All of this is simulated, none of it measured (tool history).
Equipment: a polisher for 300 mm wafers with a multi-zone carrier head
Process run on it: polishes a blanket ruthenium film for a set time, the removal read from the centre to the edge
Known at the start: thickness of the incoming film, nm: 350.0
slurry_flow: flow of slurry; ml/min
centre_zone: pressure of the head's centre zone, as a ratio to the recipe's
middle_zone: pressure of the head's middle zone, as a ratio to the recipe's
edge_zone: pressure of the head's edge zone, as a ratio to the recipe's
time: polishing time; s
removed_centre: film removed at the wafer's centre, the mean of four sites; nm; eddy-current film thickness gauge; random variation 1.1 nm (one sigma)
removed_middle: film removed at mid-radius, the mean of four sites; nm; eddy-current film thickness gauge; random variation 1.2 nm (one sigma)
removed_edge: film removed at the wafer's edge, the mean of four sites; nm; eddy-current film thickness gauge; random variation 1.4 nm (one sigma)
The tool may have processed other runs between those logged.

{"run": 1, "hour": 0.0, "slurry_flow": 235, "centre_zone": 1.0, "middle_zone": 1.0, "edge_zone": 1.0, "time": 90, "removed_centre": 101.96, "removed_middle": 105.8, "removed_edge": 101.75}
{"run": 2, "hour": 5.0, "slurry_flow": 185, "centre_zone": 1.0, "middle_zone": 1.0, "edge_zone": 1.0, "time": 90, "removed_centre": 98.534, "removed_middle": 103.06, "removed_edge": 100.27}
{"run": 3, "hour": 12.7, "slurry_flow": 195, "centre_zone": 1.0, "middle_zone": 1.03, "edge_zone": 1.03, "time": 91, "removed_centre": 100.66, "removed_middle": 104.89, "removed_edge": 103.33}
{"run": 4, "hour": 20.9, "slurry_flow": 195, "centre_zone": 1.0, "middle_zone": 1.03, "edge_zone": 1.03, "time": 100, "removed_centre": 110.56, "removed_middle": 116.2, "removed_edge": 112.59}
{"run": 5, "hour": 24.0, "slurry_flow": 195, "centre_zone": 1.0, "middle_zone": 0.95, "edge_zone": 1.03, "time": 100, "removed_centre": 109.19, "removed_middle": 110.49, "removed_edge": 112.4}
{"run": 6, "hour": 25.7, "slurry_flow": 195, "centre_zone": 1.0, "middle_zone": 0.92, "edge_zone": 1.03, "time": 100, "removed_centre": 110.19, "removed_middle": 104.35, "removed_edge": 113.88}
{"run": 7, "hour": 34.7, "slurry_flow": 205, "centre_zone": 0.98, "middle_zone": 0.95, "edge_zone": 1.03, "time": 100, "removed_centre": 109.88, "removed_middle": 109.47, "removed_edge": 113.33}
{"run": 8, "hour": 41.0, "slurry_flow": 210, "centre_zone": 0.96, "middle_zone": 0.98, "edge_zone": 1.04, "time": 101, "removed_centre": 107.09, "removed_middle": 113.79, "removed_edge": 115.04}

The next listed run, before its measurement:
{"run": 9, "hour": 45.2, "slurry_flow": 255, "centre_zone": 0.95, "middle_zone": 1.08, "edge_zone": 1.05, "time": 103, "removed_centre": "?", "removed_middle": "?", "removed_edge": "?"}

removed_centre: 111.610 nm
removed_middle: 127.78 nm
removed_edge: 121.36 nm

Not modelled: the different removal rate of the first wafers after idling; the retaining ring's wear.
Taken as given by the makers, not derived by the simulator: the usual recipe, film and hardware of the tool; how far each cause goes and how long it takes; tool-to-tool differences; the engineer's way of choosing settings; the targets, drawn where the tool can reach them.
